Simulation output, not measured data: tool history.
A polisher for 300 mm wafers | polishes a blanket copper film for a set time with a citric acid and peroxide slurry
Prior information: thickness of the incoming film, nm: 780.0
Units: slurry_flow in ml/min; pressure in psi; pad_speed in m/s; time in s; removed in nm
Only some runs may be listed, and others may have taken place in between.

run	hour	slurry_flow	pressure	pad_speed	slurry_solids	time	removed
1	0	280	3.2	1.1	1	98	280.35
2	7.2	285	3.5	1.1	1	98	311.31
3	9.8	290	3.7	1.1	1	98	323.55
4	16	290	3.7	0.9	1	98	271.5
5	19.2	290	3.7	0.9	0.8	98	257.87
6	21.2	290	3.7	0.9	0.65	98	248
7	22.6	290	3.9	0.94	0.65	98	275.29
8	24.5	290	4.1	0.96	0.65	98	290.92
9	30.3	295	4.3	1	0.65	98	315.73
10	32.1	295	4.4	1.04	0.65	98	330.98

What will run 11 give?
11	40.3	295	4.5	1.08	0.65	98	?

removed: 356.08 nm
